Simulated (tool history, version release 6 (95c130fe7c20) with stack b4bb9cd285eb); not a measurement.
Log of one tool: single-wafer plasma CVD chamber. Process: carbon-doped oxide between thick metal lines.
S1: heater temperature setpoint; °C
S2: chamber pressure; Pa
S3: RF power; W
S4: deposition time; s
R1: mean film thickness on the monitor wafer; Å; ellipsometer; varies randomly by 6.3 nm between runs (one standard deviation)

{"run": 1, "hour": 0.0, "S1": 335, "S2": 875, "S3": 600, "S4": 268, "R1": 14981}
{"run": 2, "hour": 1.7, "S1": 338, "S2": 843, "S3": 565, "S4": 268, "R1": 14228}
{"run": 3, "hour": 8.4, "S1": 338, "S2": 843, "S3": 565, "S4": 276, "R1": 14813}
{"run": 4, "hour": 13.4, "S1": 338, "S2": 708, "S3": 565, "S4": 276, "R1": 14417}
{"run": 5, "hour": 19.0, "S1": 340, "S2": 663, "S3": 545, "S4": 275, "R1": 13763}
{"run": 6, "hour": 22.2, "S1": 332, "S2": 663, "S3": 545, "S4": 275, "R1": 14253}
{"run": 7, "hour": 30.5, "S1": 336, "S2": 620, "S3": 535, "S4": 275, "R1": 13679}

For run 8, what comes out?
{"run": 8, "hour": 37.8, "S1": 339, "S2": 592, "S3": 530, "S4": 275, "R1": "?"}

R1: 13441 Å
